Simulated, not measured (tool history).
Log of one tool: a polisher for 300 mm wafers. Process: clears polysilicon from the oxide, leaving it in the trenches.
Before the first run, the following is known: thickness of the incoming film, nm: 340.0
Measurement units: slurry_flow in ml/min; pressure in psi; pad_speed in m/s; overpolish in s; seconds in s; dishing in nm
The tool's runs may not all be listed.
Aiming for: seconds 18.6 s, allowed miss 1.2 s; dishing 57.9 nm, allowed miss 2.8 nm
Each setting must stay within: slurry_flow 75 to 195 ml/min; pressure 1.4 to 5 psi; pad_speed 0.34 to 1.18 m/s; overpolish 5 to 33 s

run	hour	slurry_flow	pressure	pad_speed	overpolish	seconds	dishing
1	0	125	3.2	0.76	17	29.323	57.442
2	4.6	110	3.2	0.76	17	31.387	54.19
3	5.2	115	3.4	0.76	16	29.129	56.141
4	7.9	115	3.4	0.76	12	29.359	52.79
5	14	120	3.6	0.76	12	28.086	53.979
6	20.6	100	3.6	0.76	12	29.211	52.893
7	29.2	100	3.6	0.76	12	29.044	51.503
8	37.1	105	4.5	0.8	19	23.656	57.018

Which single option among these 4 for the next run brings every result within its allowed miss of target? Just one does.
A	45	75	5	0.66	16	?	?
B	45	105	4.7	0.98	20	?	?
C	45	115	4.3	0.9	12	?	?
D	45	75	4.6	0.84	20	?	?

move	seconds	dishing
A	27.606	54.966
B	18.343	57.252
C	20.665	54.981
D	23.796	56.815
A: its largest miss is bigger than the last run's
B: hits every target within its allowed miss
C: nearer the targets than the last run, but a result is still out of spec
D: no nearer and no further than the last run
Correct choice: B, which meets every target
